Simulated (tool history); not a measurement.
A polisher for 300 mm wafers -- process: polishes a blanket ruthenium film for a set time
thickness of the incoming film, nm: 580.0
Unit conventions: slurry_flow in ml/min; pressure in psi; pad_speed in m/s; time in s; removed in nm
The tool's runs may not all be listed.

Run 1, hour 0.0: slurry_flow 200 ml/min, pressure 2.2 psi, pad_speed 0.78 m/s, time 98 s. Result: removed 76.487 nm.
Run 2, hour 6.5: slurry_flow 200 ml/min, pressure 1.7 psi, pad_speed 0.78 m/s, time 98 s. Result: removed 59.694 nm.
Run 3, hour 11.0: slurry_flow 200 ml/min, pressure 1.5 psi, pad_speed 0.74 m/s, time 98 s. Result: removed 52.965 nm.
Run 4, hour 17.4: slurry_flow 200 ml/min, pressure 1.8 psi, pad_speed 0.74 m/s, time 98 s. Result: removed 60.981 nm.
Run 5, hour 20.9: slurry_flow 200 ml/min, pressure 1.5 psi, pad_speed 0.70 m/s, time 98 s. Result: removed 49.467 nm.
Run 6, hour 27.5: slurry_flow 225 ml/min, pressure 1.5 psi, pad_speed 0.70 m/s, time 98 s. Result: removed 50.580 nm.

Estimate the outcome of run 7 from the log above:
Run 7, hour 31.7: slurry_flow 225 ml/min, pressure 1.3 psi, pad_speed 0.68 m/s, time 98 s. Result: removed ?.

removed: 43.544 nm
